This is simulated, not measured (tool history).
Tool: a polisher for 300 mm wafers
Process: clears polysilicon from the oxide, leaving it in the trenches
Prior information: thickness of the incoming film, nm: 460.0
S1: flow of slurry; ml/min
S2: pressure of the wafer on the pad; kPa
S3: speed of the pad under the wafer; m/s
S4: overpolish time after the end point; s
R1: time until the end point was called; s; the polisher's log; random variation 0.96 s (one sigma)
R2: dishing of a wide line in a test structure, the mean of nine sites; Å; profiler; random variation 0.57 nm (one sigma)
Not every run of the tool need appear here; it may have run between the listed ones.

run	hour	S1	S2	S3	S4	R1	R2
1	0.0	135	16.5	0.78	16	48.706	357.47
2	3.9	135	15.9	0.78	17	50.882	377.47
3	10.3	135	15.2	0.78	16	51.742	372.49
4	16.0	135	14.5	0.78	15	53.902	362.78
5	23.4	160	14.5	0.78	15	53.117	359.08
6	24.9	160	14.5	0.78	21	52.277	381.23
7	31.3	160	13.8	0.78	21	54.430	372.57
8	36.2	160	13.1	0.78	21	56.979	379.44

What will run 9 give?
9	43.4	160	11.7	0.78	19	?	?

R1: 61.560 s
R2: 366.47 Å
